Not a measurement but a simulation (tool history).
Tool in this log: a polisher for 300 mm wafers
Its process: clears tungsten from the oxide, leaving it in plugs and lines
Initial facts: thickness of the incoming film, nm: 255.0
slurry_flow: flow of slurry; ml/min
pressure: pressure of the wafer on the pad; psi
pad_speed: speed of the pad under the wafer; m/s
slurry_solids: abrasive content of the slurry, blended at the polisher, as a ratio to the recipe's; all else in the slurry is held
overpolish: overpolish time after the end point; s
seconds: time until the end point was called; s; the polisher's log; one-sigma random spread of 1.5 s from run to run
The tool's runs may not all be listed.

run	hour	slurry_flow	pressure	pad_speed	slurry_solids	overpolish	seconds
1	0.0	270	2.4	1.02	1.0	4	88.039
2	7.5	270	2.9	1.02	1.0	4	75.426
3	9.8	270	2.5	1.00	1.0	4	87.361
4	16.2	270	2.5	0.88	1.0	4	98.554
5	17.4	270	2.5	0.88	1.0	4	100.510
6	18.7	270	2.5	0.88	1.2	4	95.181
7	21.2	270	2.3	0.88	1.2	4	99.897

Run 8 is up next; what results do you expect?
8	22.1	270	1.7	0.84	1.2	4	?

Run 8 came out at seconds 136.060 s.

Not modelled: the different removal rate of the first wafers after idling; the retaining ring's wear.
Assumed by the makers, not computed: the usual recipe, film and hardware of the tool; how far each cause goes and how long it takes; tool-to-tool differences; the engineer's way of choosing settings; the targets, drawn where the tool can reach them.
